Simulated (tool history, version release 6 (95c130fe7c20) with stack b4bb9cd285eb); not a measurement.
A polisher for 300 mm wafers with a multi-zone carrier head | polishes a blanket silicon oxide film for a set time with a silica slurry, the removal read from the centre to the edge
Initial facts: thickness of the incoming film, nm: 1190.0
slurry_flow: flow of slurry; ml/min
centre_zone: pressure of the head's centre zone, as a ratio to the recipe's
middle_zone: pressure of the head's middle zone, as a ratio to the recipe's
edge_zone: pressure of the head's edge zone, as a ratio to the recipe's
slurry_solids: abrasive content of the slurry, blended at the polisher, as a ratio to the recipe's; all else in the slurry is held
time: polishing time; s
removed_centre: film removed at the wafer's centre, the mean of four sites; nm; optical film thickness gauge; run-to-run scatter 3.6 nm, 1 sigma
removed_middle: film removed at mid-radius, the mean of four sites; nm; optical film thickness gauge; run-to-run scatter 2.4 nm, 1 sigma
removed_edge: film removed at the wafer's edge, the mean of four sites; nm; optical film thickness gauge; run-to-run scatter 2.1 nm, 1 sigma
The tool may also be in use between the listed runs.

{"run": 1, "hour": 0.0, "slurry_flow": 270, "centre_zone": 1.0, "middle_zone": 1.0, "edge_zone": 1.0, "slurry_solids": 1.0, "time": 87, "removed_centre": 409.02, "removed_middle": 428.68, "removed_edge": 420.95}
{"run": 2, "hour": 7.0, "slurry_flow": 270, "centre_zone": 1.0, "middle_zone": 1.0, "edge_zone": 1.0, "slurry_solids": 0.9, "time": 87, "removed_centre": 400.65, "removed_middle": 389.32, "removed_edge": 388.24}
{"run": 3, "hour": 13.8, "slurry_flow": 270, "centre_zone": 1.0, "middle_zone": 1.0, "edge_zone": 1.0, "slurry_solids": 1.0, "time": 87, "removed_centre": 405.17, "removed_middle": 416.1, "removed_edge": 417.12}
{"run": 4, "hour": 22.6, "slurry_flow": 270, "centre_zone": 1.04, "middle_zone": 1.0, "edge_zone": 1.0, "slurry_solids": 1.0, "time": 87, "removed_centre": 439.98, "removed_middle": 417.09, "removed_edge": 416.65}
{"run": 5, "hour": 26.9, "slurry_flow": 270, "centre_zone": 1.11, "middle_zone": 1.0, "edge_zone": 1.0, "slurry_solids": 1.0, "time": 87, "removed_centre": 468.66, "removed_middle": 421.77, "removed_edge": 417.47}
{"run": 6, "hour": 31.2, "slurry_flow": 265, "centre_zone": 1.08, "middle_zone": 1.0, "edge_zone": 0.99, "slurry_solids": 0.95, "time": 87, "removed_centre": 432.09, "removed_middle": 408.97, "removed_edge": 398.77}
{"run": 7, "hour": 39.2, "slurry_flow": 260, "centre_zone": 1.06, "middle_zone": 0.99, "edge_zone": 0.98, "slurry_solids": 0.9, "time": 87, "removed_centre": 407.39, "removed_middle": 384.96, "removed_edge": 387.52}
{"run": 8, "hour": 42.0, "slurry_flow": 265, "centre_zone": 1.05, "middle_zone": 0.99, "edge_zone": 0.97, "slurry_solids": 0.85, "time": 87, "removed_centre": 392.92, "removed_middle": 370.98, "removed_edge": 371.39}
{"run": 9, "hour": 51.0, "slurry_flow": 255, "centre_zone": 0.95, "middle_zone": 0.94, "edge_zone": 0.87, "slurry_solids": 0.6, "time": 86, "removed_centre": 256.45, "removed_middle": 260.11, "removed_edge": 256.64}
{"run": 10, "hour": 52.1, "slurry_flow": 260, "centre_zone": 0.95, "middle_zone": 0.94, "edge_zone": 0.88, "slurry_solids": 0.6, "time": 86, "removed_centre": 264.42, "removed_middle": 261.96, "removed_edge": 260.26}
{"run": 11, "hour": 52.9, "slurry_flow": 265, "centre_zone": 0.95, "middle_zone": 0.95, "edge_zone": 0.89, "slurry_solids": 0.6, "time": 86, "removed_centre": 257.53, "removed_middle": 266.73, "removed_edge": 261.15}
{"run": 12, "hour": 61.2, "slurry_flow": 265, "centre_zone": 0.95, "middle_zone": 0.95, "edge_zone": 0.89, "slurry_solids": 0.6, "time": 86, "removed_centre": 266.48, "removed_middle": 263.81, "removed_edge": 256.95}
{"run": 13, "hour": 67.9, "slurry_flow": 315, "centre_zone": 0.93, "middle_zone": 1.0, "edge_zone": 0.99, "slurry_solids": 0.65, "time": 86, "removed_centre": 274.61, "removed_middle": 304.94, "removed_edge": 298.91}

What will run 14 give?
{"run": 14, "hour": 70.9, "slurry_flow": 315, "centre_zone": 0.93, "middle_zone": 0.99, "edge_zone": 0.98, "slurry_solids": 0.65, "time": 86, "removed_centre": "?", "removed_middle": "?", "removed_edge": "?"}

removed_centre: 281.73 nm
removed_middle: 301.83 nm
removed_edge: 301.39 nm

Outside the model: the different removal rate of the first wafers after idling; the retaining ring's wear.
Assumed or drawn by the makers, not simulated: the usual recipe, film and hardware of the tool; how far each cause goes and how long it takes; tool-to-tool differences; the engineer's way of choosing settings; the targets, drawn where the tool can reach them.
